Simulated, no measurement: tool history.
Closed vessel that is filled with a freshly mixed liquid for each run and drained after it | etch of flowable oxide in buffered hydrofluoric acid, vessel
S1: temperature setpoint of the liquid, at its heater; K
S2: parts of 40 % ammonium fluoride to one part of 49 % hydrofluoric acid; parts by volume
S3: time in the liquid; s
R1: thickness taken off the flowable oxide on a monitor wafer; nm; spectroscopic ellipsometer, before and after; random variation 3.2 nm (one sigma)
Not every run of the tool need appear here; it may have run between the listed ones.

| run | hour | S1 | S2 | S3 | R1 |
|---|---|---|---|---|---|
| 1 | 0 | 293.15 | 10.5 | 90 | 342.65 |
| 2 | 3.3 | 294.65 | 10.5 | 90 | 371.44 |
| 3 | 9 | 293.15 | 10.5 | 90 | 345.97 |
| 4 | 12.1 | 293.15 | 10.5 | 95 | 356.95 |
|  | 16.6 | hydrofluoric acid flow meter replaced |
| 5 | 16.6 | 294.65 | 10.5 | 95 | 409.91 |
| 6 | 17.6 | 295.15 | 10.5 | 95 | 424.64 |
| 7 | 24.3 | 295.65 | 10.5 | 95 | 437.32 |
| 8 | 32.8 | 296.15 | 10.5 | 95 | 449.6 |

Forecast run 9:
| 9 | 38.4 | 296.65 | 10.5 | 95 | ? |

R1: 459.19 nm

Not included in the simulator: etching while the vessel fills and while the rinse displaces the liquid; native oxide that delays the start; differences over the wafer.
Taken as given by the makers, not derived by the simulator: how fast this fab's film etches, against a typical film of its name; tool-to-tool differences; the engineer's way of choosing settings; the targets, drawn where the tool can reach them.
